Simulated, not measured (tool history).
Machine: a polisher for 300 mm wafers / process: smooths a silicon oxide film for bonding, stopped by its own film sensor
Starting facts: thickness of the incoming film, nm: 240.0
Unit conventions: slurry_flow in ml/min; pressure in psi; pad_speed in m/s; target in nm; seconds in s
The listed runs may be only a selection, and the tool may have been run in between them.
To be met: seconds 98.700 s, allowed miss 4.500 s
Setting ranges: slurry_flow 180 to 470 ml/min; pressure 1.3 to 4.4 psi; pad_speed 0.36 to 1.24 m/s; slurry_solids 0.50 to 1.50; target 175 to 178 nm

run,hour,slurry_flow,pressure,pad_speed,slurry_solids,target,seconds
1,0.0,300,2.8,0.80,1.00,178,79.422
2,9.0,300,2.8,0.80,1.20,178,69.377
3,17.7,300,2.8,0.68,1.20,178,81.071
4,20.9,330,2.8,0.68,1.20,178,79.515
5,25.2,330,2.8,0.68,1.30,178,77.655
6,33.9,330,2.6,0.68,1.30,178,81.595
7,41.6,330,2.4,0.68,1.30,178,91.325
8,43.3,330,2.3,0.68,1.30,178,93.923

Exactly one of the 5 candidate moves below puts every result within its allowed miss. Which one?
A,45.0,325,2.4,0.70,1.25,177,?
B,45.0,300,2.4,0.72,1.25,178,?
C,45.0,315,2.2,0.62,1.40,178,?
D,45.0,385,2.8,0.54,1.50,178,?
E,45.0,370,2.5,0.68,1.20,178,?

move,seconds
A,88.195
B,85.339
C,98.441
D,83.379
E,86.540
A: its largest miss is bigger than the last run's
B: its largest miss is bigger than the last run's
C: each result inside its tolerance
D: its largest miss is bigger than the last run's
E: its largest miss is bigger than the last run's
Answer: C
